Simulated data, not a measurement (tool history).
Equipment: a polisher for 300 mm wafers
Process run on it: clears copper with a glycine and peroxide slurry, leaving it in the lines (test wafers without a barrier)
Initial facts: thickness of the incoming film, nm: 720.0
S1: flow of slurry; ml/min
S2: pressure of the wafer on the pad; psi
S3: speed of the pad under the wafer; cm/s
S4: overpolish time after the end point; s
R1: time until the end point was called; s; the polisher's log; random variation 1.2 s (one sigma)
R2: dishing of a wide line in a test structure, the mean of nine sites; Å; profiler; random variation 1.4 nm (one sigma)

{"run": 1, "day": 0.0, "S1": 140, "S2": 2.7, "S3": 118, "S4": 13, "R1": 145.43, "R2": 443.21}
{"run": 2, "day": 0.3, "S1": 140, "S2": 2.7, "S3": 118, "S4": 10, "R1": 148.24, "R2": 365.87}
{"run": 3, "day": 0.362, "S1": 140, "S2": 2.5, "S3": 118, "S4": 10, "R1": 152.62, "R2": 334.32}
{"run": 4, "day": 0.425, "S1": 140, "S2": 2.5, "S3": 138, "S4": 10, "R1": 141.34, "R2": 359.88}
{"run": 5, "day": 0.712, "S1": 140, "S2": 2.5, "S3": 114, "S4": 10, "R1": 162.26, "R2": 326.84}
{"run": 6, "day": 0.862, "S1": 140, "S2": 2.5, "S3": 114, "S4": 14, "R1": 162.39, "R2": 451.85}
{"run": 7, "day": 1.058, "S1": 140, "S2": 2.6, "S3": 114, "S4": 14, "R1": 154.61, "R2": 474.04}

What does the tool deliver on the next run?
{"run": 8, "day": 1.108, "S1": 160, "S2": 3.3, "S3": 116, "S4": 16, "R1": "?", "R2": "?"}

R1: 122.73 s
R2: 610.55 Å
